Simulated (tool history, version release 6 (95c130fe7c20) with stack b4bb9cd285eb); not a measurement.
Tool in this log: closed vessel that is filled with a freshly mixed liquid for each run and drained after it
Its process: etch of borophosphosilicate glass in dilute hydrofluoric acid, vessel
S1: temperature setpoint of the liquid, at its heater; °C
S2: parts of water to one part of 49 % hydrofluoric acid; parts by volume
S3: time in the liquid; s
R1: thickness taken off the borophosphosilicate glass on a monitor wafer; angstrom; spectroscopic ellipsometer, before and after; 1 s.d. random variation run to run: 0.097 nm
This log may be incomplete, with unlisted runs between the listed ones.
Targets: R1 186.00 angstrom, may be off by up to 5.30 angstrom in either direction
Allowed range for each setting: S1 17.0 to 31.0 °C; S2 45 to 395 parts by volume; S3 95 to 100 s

run	day	S1	S2	S3	R1
1	0.000	23.0	220	95	332.19
2	0.262	22.0	235	95	289.93
3	0.512	22.0	190	95	383.88
4	0.754	21.0	210	95	328.84
5	1.071	20.0	225	95	287.18
6	1.292	20.0	170	95	402.87
7	1.662	19.5	195	95	335.99
8	1.817	19.0	215	95	291.70

Consider the 5 candidate settings below. Which is the only one whose results all fall within their allowed miss of target?
A	1.971	17.0	290	95	?
B	1.971	17.5	250	95	?
C	1.971	20.5	185	100	?
D	1.971	18.5	325	95	?
E	1.971	17.0	305	95	?

move	R1
A	186.68
B	228.48
C	388.05
D	171.06
E	175.28
A: all results in spec
B: gains on the last run, yet a result remains outside its allowed miss
C: its largest miss is bigger than the last run's
D: the result that was furthest off in the last run now lies on the other side of its target
E: the result that was furthest off in the last run now lies on the other side of its target
Move A is the one to make.
